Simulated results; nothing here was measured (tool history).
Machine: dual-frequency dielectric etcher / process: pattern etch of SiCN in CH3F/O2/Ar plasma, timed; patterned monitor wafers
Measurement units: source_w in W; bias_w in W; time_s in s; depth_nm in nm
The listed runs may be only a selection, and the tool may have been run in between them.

Run 1, hour 0: source_w 390 W, bias_w 84 W, time_s 44.5 s. Result: depth_nm 18.288 nm.
Run 2, hour 1.7: source_w 370 W, bias_w 81 W, time_s 44 s. Result: depth_nm 17.769 nm.
Run 3, hour 6.2: source_w 350 W, bias_w 78 W, time_s 43.5 s. Result: depth_nm 17.112 nm.
Run 4, hour 12.8: source_w 340 W, bias_w 76 W, time_s 43 s. Result: depth_nm 16.194 nm.
Run 5, hour 17.6: source_w 330 W, bias_w 76 W, time_s 43 s. Result: depth_nm 16.338 nm.
Run 6, hour 21.1: source_w 320 W, bias_w 75 W, time_s 43 s. Result: depth_nm 16.287 nm.

What does the tool deliver on the next run?
Run 7, hour 26.9: source_w 270 W, bias_w 68 W, time_s 42.5 s. Result: depth_nm ?.

depth_nm: 14.498 nm

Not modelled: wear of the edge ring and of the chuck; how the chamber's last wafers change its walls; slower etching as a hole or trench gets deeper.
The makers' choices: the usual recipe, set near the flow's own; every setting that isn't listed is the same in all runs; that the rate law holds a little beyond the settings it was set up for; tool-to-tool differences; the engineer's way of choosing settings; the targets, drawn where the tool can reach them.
